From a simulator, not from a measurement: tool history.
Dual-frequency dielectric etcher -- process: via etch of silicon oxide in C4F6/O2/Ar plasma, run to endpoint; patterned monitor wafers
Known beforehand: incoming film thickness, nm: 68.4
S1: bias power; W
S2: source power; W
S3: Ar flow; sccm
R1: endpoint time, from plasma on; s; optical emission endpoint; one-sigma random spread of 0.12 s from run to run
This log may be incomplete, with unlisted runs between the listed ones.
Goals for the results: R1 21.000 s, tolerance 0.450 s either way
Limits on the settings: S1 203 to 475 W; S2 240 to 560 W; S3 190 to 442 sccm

run  hour   S1   S2   S3      R1
  1   0.0  339  400  316  17.393
  2   1.7  370  400  316  16.875
  3   5.1  370  400  281  16.774
  4   9.8  370  400  224  16.218
  5  11.9  370  400  190  15.939
  6  15.9  370  350  190  17.219
  7  17.7  335  340  192  18.520
  8  24.1  315  340  192  18.695
  9  26.0  293  340  192  19.606
 10  31.3  282  340  192  19.780
 11  38.9  272  340  192  20.173
 12  44.5  240  330  193  21.510
 13  47.7  244  330  193  21.559
 14  54.4  268  340  192  19.921
 15  59.6  258  340  192  20.354

Of the 5 settings listed for the next run, only one would bring every result within its allowed miss of target. Which one?
  A  64.8  245  350  216   ?
  B  64.8  256  360  192   ?
  C  64.8  333  270  195   ?
  D  64.8  207  350  191   ?
  E  64.8  231  320  206   ?

move      R1
   A  20.861
   B  19.832
   C  21.972
   D  22.042
   E  22.622
A: meets every target
B: its largest miss is bigger than the last run's
C: moves the result that the last run missed by most past its target, out the other side
D: moves the result that the last run missed by most past its target, out the other side
E: moves the result that the last run missed by most past its target, out the other side
A meets every target.
